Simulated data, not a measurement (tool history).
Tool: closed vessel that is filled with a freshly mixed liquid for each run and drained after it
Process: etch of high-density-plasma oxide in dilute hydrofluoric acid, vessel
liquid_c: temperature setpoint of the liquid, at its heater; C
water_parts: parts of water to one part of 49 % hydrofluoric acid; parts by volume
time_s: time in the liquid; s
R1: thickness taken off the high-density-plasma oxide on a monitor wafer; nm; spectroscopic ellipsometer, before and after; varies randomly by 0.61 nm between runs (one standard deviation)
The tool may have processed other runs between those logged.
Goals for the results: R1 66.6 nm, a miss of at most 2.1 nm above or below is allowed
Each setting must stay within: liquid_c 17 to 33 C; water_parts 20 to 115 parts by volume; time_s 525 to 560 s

run 1 hour=0 | liquid_c=25 water_parts=65 time_s=525 | R1=44.919
run 2 hour=8.4 | liquid_c=25 water_parts=85 time_s=525 | R1=33.011
run 3 hour=16.6 | liquid_c=25 water_parts=85 time_s=560 | R1=35.294
run 4 hour=24.9 | liquid_c=27 water_parts=80 time_s=560 | R1=40.792
run 5 hour=31 | liquid_c=27 water_parts=90 time_s=560 | R1=35.664
run 6 hour=31.9 | liquid_c=27 water_parts=90 time_s=525 | R1=33.905
run 7 hour=33.7 | liquid_c=28.5 water_parts=80 time_s=525 | R1=40.756
run 8 hour=41.8 | liquid_c=29.5 water_parts=75 time_s=525 | R1=45.011
run 9 hour=50.2 | liquid_c=30.5 water_parts=70 time_s=525 | R1=50.985

Which of these 4 next moves meets every target?
run A hour=58.6 | liquid_c=29.5 water_parts=55 time_s=555 | R1=?
run B hour=58.6 | liquid_c=33 water_parts=60 time_s=560 | R1=?
run C hour=58.6 | liquid_c=32 water_parts=55 time_s=555 | R1=?
run D hour=58.6 | liquid_c=33 water_parts=55 time_s=525 | R1=?

move=A R1=67.559
move=B R1=70.959
move=C R1=74.443
move=D R1=73.166
A: meets every target
B: takes the result that was furthest off past its target
C: takes the result that was furthest off past its target
D: takes the result that was furthest off past its target
So the answer is move A, the one that meets all the targets.
